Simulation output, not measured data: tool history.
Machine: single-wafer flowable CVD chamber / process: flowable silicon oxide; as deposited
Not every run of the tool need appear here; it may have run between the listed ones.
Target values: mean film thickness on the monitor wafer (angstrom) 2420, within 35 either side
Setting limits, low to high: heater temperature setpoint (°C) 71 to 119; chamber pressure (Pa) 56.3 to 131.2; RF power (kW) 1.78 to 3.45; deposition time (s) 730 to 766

run,hour,heater temperature setpoint (°C),chamber pressure (Pa),RF power (kW),deposition time (s),mean film thickness on the monitor wafer (angstrom)
1,0,95,93.7,2.615,766,4995.9
2,5.8,95,93.7,2.615,766,5028
3,8.8,99,93.7,2.615,766,4339.5
4,14.1,99,93.7,2.615,766,4314.9
5,22,105,93.7,2.615,766,3433.9
6,30.1,107,93.7,2.615,766,3181.5
7,34.3,117,93.6,2.615,766,2252.2
8,36.4,116,93.6,2.615,766,2336.3

Consider the 5 candidate settings below. Which is the only one whose results all fall within their allowed miss of target?
A,38.5,115,92,2.57,765,?
B,38.5,112,84.5,2.515,731,?
C,38.5,118,100.5,2.87,730,?
D,38.5,119,113.1,2.765,730,?
E,38.5,114,84.3,2.435,766,?

move,mean film thickness on the monitor wafer (angstrom)
A,2365.3
B,2307.1
C,2255.1
D,2440.5
E,2234.8
A: nearer than the last run, and not there yet
B: misses by more than the last run did
C: misses by more than the last run did
D: every result lands within tolerance
E: misses by more than the last run did
The move that meets every target is D.
